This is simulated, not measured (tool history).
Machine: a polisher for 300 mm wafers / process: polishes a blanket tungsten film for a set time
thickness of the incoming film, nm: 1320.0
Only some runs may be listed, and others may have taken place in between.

run  hour  flow of slurry (ml/min)  pressure of the wafer on the pad (psi)  speed of the pad under the wafer (cm/s)  abrasive content of the slurry  polishing time (s)  film removed (Å)
  1   0.0                      295                                     3.1                                       98                             1.0                  46            1855.6
  2   4.5                      295                                     2.7                                       98                             1.0                  46            1601.2
  3   7.3                      295                                     2.5                                       98                             1.0                  46            1525.4
  4  13.5                      295                                     2.3                                       98                             1.0                  46            1397.8
  5  19.6                      295                                     2.2                                       98                             1.0                  46            1335.1
  6  21.1                      295                                     2.2                                      120                             1.0                  46            1583.3

Run 7, settings as shown, results not yet in. Your forecast:
  7  24.8                      295                                     1.4                                      118                             1.0                  46                 ?

{"run 7": {"film removed (Å)": 1024.9}}
